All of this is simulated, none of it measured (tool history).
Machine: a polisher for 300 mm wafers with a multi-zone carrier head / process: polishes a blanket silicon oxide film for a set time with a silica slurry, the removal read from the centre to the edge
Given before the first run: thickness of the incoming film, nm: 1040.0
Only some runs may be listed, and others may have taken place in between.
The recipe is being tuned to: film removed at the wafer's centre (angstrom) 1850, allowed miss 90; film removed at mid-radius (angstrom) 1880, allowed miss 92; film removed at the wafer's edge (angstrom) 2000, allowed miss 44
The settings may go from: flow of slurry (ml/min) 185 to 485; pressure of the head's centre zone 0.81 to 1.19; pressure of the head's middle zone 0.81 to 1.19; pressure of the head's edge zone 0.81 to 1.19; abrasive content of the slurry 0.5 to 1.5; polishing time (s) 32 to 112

run	hour	flow of slurry (ml/min)	pressure of the head's centre zone	pressure of the head's middle zone	pressure of the head's edge zone	abrasive content of the slurry	polishing time (s)	film removed at the wafer's centre (angstrom)	film removed at mid-radius (angstrom)	film removed at the wafer's edge (angstrom)
1	0	310	1	1	1	1	72	1621.8	1624.5	1623.3
2	1.9	310	1	1.04	1	1	72	1596.2	1703.5	1597.6
3	9.1	315	1	1.03	1.05	1.05	72	1634.8	1694.4	1651.8
4	15	315	0.98	1.01	1.07	1.15	72	1639.7	1688.2	1716.9
5	22.5	315	0.98	1.01	1.08	1.25	72	1666.2	1743	1806.4
6	26.7	320	0.99	1.01	1.09	1.3	72	1727.3	1795.5	1838.1
7	27.3	325	0.99	1.01	1.11	1.35	72	1814	1829.9	1872.3
8	33.9	325	0.98	1	1.12	1.4	72	1765.8	1818.2	1883.4

5 next moves are on the table. One of them brings every result within its allowed miss. Which?
A	40.5	340	0.96	1.11	1.02	1.5	67	?	?	?
B	40.5	265	0.89	0.91	1.19	1.45	73	?	?	?
C	40.5	275	0.96	0.86	1.19	1.4	77	?	?	?
D	40.5	315	1	1.02	1.19	1.5	72	?	?	?
E	40.5	350	1.09	1	1.01	1.3	71	?	?	?

move	film removed at the wafer's centre (angstrom)	film removed at mid-radius (angstrom)	film removed at the wafer's edge (angstrom)
A	1703.7	1875.3	1726.8
B	1655.2	1669.3	1964.8
C	1869.8	1666.7	2055.8
D	1892.7	1862	1981.7
E	1959.8	1736.5	1742.8
A: lands further from the targets than the last run did
B: gets the furthest-off result to its target, but another result is out of tolerance
C: takes the result that was furthest off past its target
D: each result inside its tolerance
E: lands further from the targets than the last run did
So the answer is move D, the one that meets all the targets.
